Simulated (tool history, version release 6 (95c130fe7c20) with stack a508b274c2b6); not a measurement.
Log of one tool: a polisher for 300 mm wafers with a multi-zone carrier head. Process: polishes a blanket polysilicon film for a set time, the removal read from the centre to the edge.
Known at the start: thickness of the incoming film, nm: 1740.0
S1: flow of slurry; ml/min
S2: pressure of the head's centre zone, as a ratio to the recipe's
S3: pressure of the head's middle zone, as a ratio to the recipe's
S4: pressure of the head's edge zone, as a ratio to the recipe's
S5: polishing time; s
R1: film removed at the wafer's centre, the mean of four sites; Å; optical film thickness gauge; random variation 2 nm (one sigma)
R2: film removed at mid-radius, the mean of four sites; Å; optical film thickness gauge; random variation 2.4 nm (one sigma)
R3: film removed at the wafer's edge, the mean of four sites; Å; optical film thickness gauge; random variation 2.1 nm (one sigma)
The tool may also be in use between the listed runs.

{"run": 1, "hour": 0.0, "S1": 165, "S2": 1, "S3": 1, "S4": 1, "S5": 49, "R1": 2378.5, "R2": 2461.6, "R3": 2372.9}
{"run": 2, "hour": 3.8, "S1": 160, "S2": 0.96, "S3": 1, "S4": 0.97, "S5": 47, "R1": 2172.7, "R2": 2275.8, "R3": 2253.3}
{"run": 3, "hour": 10.0, "S1": 155, "S2": 0.94, "S3": 1.03, "S4": 0.95, "S5": 45, "R1": 2044.8, "R2": 2282.9, "R3": 2130.2}
{"run": 4, "hour": 17.2, "S1": 150, "S2": 0.92, "S3": 1.03, "S4": 0.93, "S5": 44, "R1": 1911.2, "R2": 2177.7, "R3": 2065.7}
{"run": 5, "hour": 19.7, "S1": 125, "S2": 0.92, "S3": 1.03, "S4": 0.93, "S5": 44, "R1": 1889.9, "R2": 2109, "R3": 2009.5}
{"run": 6, "hour": 24.6, "S1": 125, "S2": 0.86, "S3": 1.03, "S4": 0.93, "S5": 44, "R1": 1798.9, "R2": 2169.5, "R3": 2009.3}
{"run": 7, "hour": 29.5, "S1": 120, "S2": 0.85, "S3": 1.03, "S4": 0.92, "S5": 44, "R1": 1747.7, "R2": 2129.2, "R3": 2032.4}
{"run": 8, "hour": 33.6, "S1": 120, "S2": 0.85, "S3": 1.04, "S4": 0.91, "S5": 44, "R1": 1751.2, "R2": 2120.4, "R3": 1984.5}

Run 9 comes next. What will it give?
{"run": 9, "hour": 35.7, "S1": 120, "S2": 0.85, "S3": 1.04, "S4": 0.9, "S5": 44, "R1": "?", "R2": "?", "R3": "?"}

{"run 9": {"R1": 1739.8, "R2": 2171.2, "R3": 2014.2}}
